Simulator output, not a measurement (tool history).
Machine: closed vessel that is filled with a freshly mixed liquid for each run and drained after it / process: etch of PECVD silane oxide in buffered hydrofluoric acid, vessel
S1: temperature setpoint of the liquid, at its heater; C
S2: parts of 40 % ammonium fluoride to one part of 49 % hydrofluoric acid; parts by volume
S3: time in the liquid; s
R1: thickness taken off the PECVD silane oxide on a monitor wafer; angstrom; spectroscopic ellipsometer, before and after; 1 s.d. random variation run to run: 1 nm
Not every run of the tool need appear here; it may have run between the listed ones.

run    day    S1  S2  S3      R1
  1  0.000  23.0   8  85  1805.3
  2  0.342  23.0   7  85  2086.8
  3  0.604  23.5   7  85  2159.7
  4  0.688  23.5   7  85  2157.2
  5  0.854  24.0   7  85  2210.6
  6  0.925  21.0   7  85  1867.2
  7  1.138  25.0   7  85  2335.3
  8  1.267  25.5   7  85  2405.4

For run 9, what comes out?
  9  1.450  26.5   7  85   ?

R1: 2542.6 angstrom
